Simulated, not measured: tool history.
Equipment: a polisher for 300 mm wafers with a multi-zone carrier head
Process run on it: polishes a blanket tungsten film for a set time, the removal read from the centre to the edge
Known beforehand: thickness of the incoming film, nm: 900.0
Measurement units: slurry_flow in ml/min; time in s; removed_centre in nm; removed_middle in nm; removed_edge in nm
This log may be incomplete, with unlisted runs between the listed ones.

run	hour	slurry_flow	centre_zone	middle_zone	edge_zone	slurry_solids	time	removed_centre	removed_middle	removed_edge
1	0	205	1	1	1	1	53	163.36	156.15	164.28
2	1.1	205	1.08	1	1	1	53	175.38	159.55	165.53
3	7.8	205	0.99	1	1	1	53	163.44	156.4	167.93
4	13.7	205	0.99	1	1	0.9	53	159.96	155.93	161.94
5	16.8	205	0.99	1	1.04	0.9	53	158.41	157.13	168.49
6	18	205	1.03	1	1.04	0.9	53	165.42	159.85	168.27
7	26.3	195	1.03	0.96	1.01	0.95	52	162.96	146.2	160.34

Predict the results of run 8:
8	28.4	185	1.03	0.93	0.99	0.95	52	?	?	?

{"run 8": {"removed_centre": 158.92, "removed_middle": 144.07, "removed_edge": 160.94}}

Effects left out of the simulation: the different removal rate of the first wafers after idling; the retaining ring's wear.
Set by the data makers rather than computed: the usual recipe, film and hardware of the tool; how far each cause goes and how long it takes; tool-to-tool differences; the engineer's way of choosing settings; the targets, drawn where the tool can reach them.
